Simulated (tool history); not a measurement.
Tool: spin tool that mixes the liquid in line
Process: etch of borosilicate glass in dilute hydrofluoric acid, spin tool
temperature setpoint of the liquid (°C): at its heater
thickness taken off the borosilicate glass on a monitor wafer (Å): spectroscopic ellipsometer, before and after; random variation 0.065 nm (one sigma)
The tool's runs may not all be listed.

run	hour	temperature setpoint of the liquid (°C)	parts of water to one part of 49 % hydrofluoric acid (parts by volume)	time under the liquid (s)	thickness taken off the borosilicate glass on a monitor wafer (Å)
1	0	21	195	15	31.212
2	3.8	22	175	15	36.547
3	7.6	22	115	15	59.965
4	16.1	23	110	15	65.126
5	21.9	24	105	15	71.885
6	26.3	27	105	15	79.35
7	29.2	27.5	100	15	86.955
8	31.2	27.5	95	15	92.302

Run 9 comes next. What will it give?
9	34.4	28.5	90	15	?

thickness taken off the borosilicate glass on a monitor wafer (Å): 100.92

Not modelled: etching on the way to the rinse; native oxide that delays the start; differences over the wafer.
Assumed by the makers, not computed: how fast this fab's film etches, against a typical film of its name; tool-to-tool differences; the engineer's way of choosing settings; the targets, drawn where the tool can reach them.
